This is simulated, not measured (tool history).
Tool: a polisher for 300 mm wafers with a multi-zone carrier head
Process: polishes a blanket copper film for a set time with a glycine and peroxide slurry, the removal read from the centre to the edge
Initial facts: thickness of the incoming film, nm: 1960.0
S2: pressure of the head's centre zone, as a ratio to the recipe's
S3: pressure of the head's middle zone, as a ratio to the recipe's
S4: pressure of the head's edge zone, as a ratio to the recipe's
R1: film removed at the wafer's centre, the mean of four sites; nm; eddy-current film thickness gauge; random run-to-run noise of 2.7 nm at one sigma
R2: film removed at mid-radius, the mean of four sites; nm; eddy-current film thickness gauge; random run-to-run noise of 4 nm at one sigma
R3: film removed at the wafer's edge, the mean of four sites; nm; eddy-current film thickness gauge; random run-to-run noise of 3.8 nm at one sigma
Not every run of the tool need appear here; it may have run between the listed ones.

{"run": 1, "hour": 0.0, "flow of slurry (ml/min)": 215, "S2": 1.0, "S3": 1.0, "S4": 1.0, "polishing time (s)": 73, "R1": 246.21, "R2": 251.0, "R3": 245.41}
{"run": 2, "hour": 8.8, "flow of slurry (ml/min)": 225, "S2": 1.03, "S3": 1.0, "S4": 1.03, "polishing time (s)": 75, "R1": 261.26, "R2": 259.69, "R3": 255.13}
{"run": 3, "hour": 12.9, "flow of slurry (ml/min)": 225, "S2": 1.03, "S3": 1.08, "S4": 1.03, "polishing time (s)": 75, "R1": 262.14, "R2": 276.16, "R3": 257.94}
{"run": 4, "hour": 15.1, "flow of slurry (ml/min)": 230, "S2": 1.05, "S3": 1.06, "S4": 1.06, "polishing time (s)": 77, "R1": 271.45, "R2": 287.18, "R3": 267.99}
{"run": 5, "hour": 17.5, "flow of slurry (ml/min)": 230, "S2": 1.08, "S3": 1.02, "S4": 1.08, "polishing time (s)": 79, "R1": 289.25, "R2": 275.84, "R3": 273.98}
{"run": 6, "hour": 22.9, "flow of slurry (ml/min)": 235, "S2": 1.09, "S3": 1.01, "S4": 1.1, "polishing time (s)": 80, "R1": 297.87, "R2": 281.25, "R3": 286.0}
{"run": 7, "hour": 30.9, "flow of slurry (ml/min)": 245, "S2": 1.1, "S3": 1.01, "S4": 1.11, "polishing time (s)": 80, "R1": 303.75, "R2": 285.98, "R3": 291.2}

Estimate the outcome of run 8 from the log above:
{"run": 8, "hour": 34.9, "flow of slurry (ml/min)": 255, "S2": 1.11, "S3": 1.0, "S4": 1.12, "polishing time (s)": 80, "R1": "?", "R2": "?", "R3": "?"}

Run 8 produced R1 308.81 nm, R2 279.40 nm, R3 283.63 nm.
